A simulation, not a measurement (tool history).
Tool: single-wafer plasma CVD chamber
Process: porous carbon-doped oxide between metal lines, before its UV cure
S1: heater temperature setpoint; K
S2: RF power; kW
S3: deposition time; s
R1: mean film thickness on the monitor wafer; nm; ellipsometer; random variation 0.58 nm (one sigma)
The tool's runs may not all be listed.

run	hour	S1	S2	S3	R1
1	0	573.15	0.4	29.6	138.79
2	6.7	580.15	0.395	29.6	132.65
3	13.7	585.15	0.39	29.6	128.83
4	15.7	588.15	0.385	29.6	125.79
5	24.3	590.15	0.38	29.6	124.58
6	26.1	585.15	0.38	29.6	126.46
7	28.1	588.15	0.38	29.6	124.83

Forecast run 8:
8	34.8	590.15	0.38	29.6	?

{"run 8": {"R1": 124.12}}

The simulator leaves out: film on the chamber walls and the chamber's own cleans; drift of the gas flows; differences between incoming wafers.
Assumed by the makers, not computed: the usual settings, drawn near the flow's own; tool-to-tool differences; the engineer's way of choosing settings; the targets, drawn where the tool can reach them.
